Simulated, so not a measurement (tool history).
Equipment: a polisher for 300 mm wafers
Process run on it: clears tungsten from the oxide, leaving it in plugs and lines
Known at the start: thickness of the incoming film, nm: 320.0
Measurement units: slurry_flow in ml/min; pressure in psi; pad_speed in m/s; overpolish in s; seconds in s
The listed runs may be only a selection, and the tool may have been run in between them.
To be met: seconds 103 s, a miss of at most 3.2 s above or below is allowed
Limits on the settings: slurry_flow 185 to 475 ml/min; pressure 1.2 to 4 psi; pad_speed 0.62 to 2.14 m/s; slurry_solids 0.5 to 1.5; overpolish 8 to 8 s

run 1 hour=0 | slurry_flow=305 pressure=2.6 pad_speed=1.38 slurry_solids=1 overpolish=8 | seconds=65.978
run 2 hour=2.5 | slurry_flow=305 pressure=2.6 pad_speed=1.18 slurry_solids=1 overpolish=8 | seconds=77.515
run 3 hour=5.4 | slurry_flow=305 pressure=2.5 pad_speed=1.18 slurry_solids=1 overpolish=8 | seconds=79.586
run 4 hour=8.6 | slurry_flow=360 pressure=2.5 pad_speed=1.18 slurry_solids=1 overpolish=8 | seconds=79.031
run 5 hour=15.2 | slurry_flow=360 pressure=2.4 pad_speed=1.18 slurry_solids=1 overpolish=8 | seconds=80.141
run 6 hour=19.7 | slurry_flow=360 pressure=2.4 pad_speed=1.44 slurry_solids=1 overpolish=8 | seconds=68.372
run 7 hour=20.6 | slurry_flow=360 pressure=2.2 pad_speed=1.44 slurry_solids=1 overpolish=8 | seconds=71.62
run 8 hour=26.5 | slurry_flow=360 pressure=2 pad_speed=1.42 slurry_solids=1 overpolish=8 | seconds=79.66
run 9 hour=32.9 | slurry_flow=360 pressure=1.9 pad_speed=1.42 slurry_solids=1 overpolish=8 | seconds=83.741
run 10 hour=33.6 | slurry_flow=360 pressure=1.8 pad_speed=1.42 slurry_solids=1 overpolish=8 | seconds=89.17
run 11 hour=40.9 | slurry_flow=355 pressure=1.8 pad_speed=1.42 slurry_solids=1 overpolish=8 | seconds=86.246
run 12 hour=46.8 | slurry_flow=355 pressure=1.7 pad_speed=1.42 slurry_solids=1 overpolish=8 | seconds=91.73

Exercise: of the 4 proposed moves below, exactly one satisfies all targets within the stated allowed misses. Which move is it?
run A hour=52.7 | slurry_flow=365 pressure=1.6 pad_speed=1.42 slurry_solids=1 overpolish=8 | seconds=?
run B hour=52.7 | slurry_flow=360 pressure=1.7 pad_speed=1.36 slurry_solids=1 overpolish=8 | seconds=?
run C hour=52.7 | slurry_flow=355 pressure=1.5 pad_speed=1.42 slurry_solids=0.95 overpolish=8 | seconds=?
run D hour=52.7 | slurry_flow=355 pressure=1.8 pad_speed=1.48 slurry_solids=0.75 overpolish=8 | seconds=?

move=A seconds=96.13
move=B seconds=95.3
move=C seconds=103.61
move=D seconds=93.273
A: moves toward the targets from the last run without getting all of them in spec
B: moves toward the targets from the last run without getting all of them in spec
C: every result lands within tolerance
D: moves toward the targets from the last run without getting all of them in spec
Correct choice: C, which meets every target
